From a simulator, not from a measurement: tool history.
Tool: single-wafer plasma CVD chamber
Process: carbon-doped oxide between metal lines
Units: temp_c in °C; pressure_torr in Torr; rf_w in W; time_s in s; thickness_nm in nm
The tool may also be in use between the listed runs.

{"run": 1, "hour": 0.0, "temp_c": 330, "pressure_torr": 5.89, "rf_w": 410, "time_s": 13.3, "thickness_nm": 61.879}
{"run": 2, "hour": 3.3, "temp_c": 330, "pressure_torr": 5.89, "rf_w": 455, "time_s": 13.3, "thickness_nm": 65.211}
{"run": 3, "hour": 11.1, "temp_c": 332, "pressure_torr": 5.77, "rf_w": 425, "time_s": 13.2, "thickness_nm": 61.36}
{"run": 4, "hour": 16.0, "temp_c": 334, "pressure_torr": 5.59, "rf_w": 410, "time_s": 13.1, "thickness_nm": 59.497}
{"run": 5, "hour": 22.2, "temp_c": 339, "pressure_torr": 5.59, "rf_w": 410, "time_s": 13.1, "thickness_nm": 58.229}
{"run": 6, "hour": 24.5, "temp_c": 340, "pressure_torr": 5.52, "rf_w": 395, "time_s": 13.0, "thickness_nm": 56.73}
{"run": 7, "hour": 33.2, "temp_c": 341, "pressure_torr": 5.45, "rf_w": 380, "time_s": 12.9, "thickness_nm": 54.283}
{"run": 8, "hour": 35.4, "temp_c": 342, "pressure_torr": 5.39, "rf_w": 370, "time_s": 12.9, "thickness_nm": 52.544}
{"run": 9, "hour": 43.1, "temp_c": 343, "pressure_torr": 5.32, "rf_w": 365, "time_s": 12.9, "thickness_nm": 52.735}
{"run": 10, "hour": 51.9, "temp_c": 344, "pressure_torr": 5.29, "rf_w": 360, "time_s": 12.9, "thickness_nm": 52.197}
{"run": 11, "hour": 57.8, "temp_c": 344, "pressure_torr": 5.27, "rf_w": 355, "time_s": 12.9, "thickness_nm": 51.377}

Run 12 comes next. What will it give?
{"run": 12, "hour": 66.7, "temp_c": 344, "pressure_torr": 5.24, "rf_w": 350, "time_s": 12.9, "thickness_nm": "?"}

Run 12 gave thickness_nm 50.968 nm.
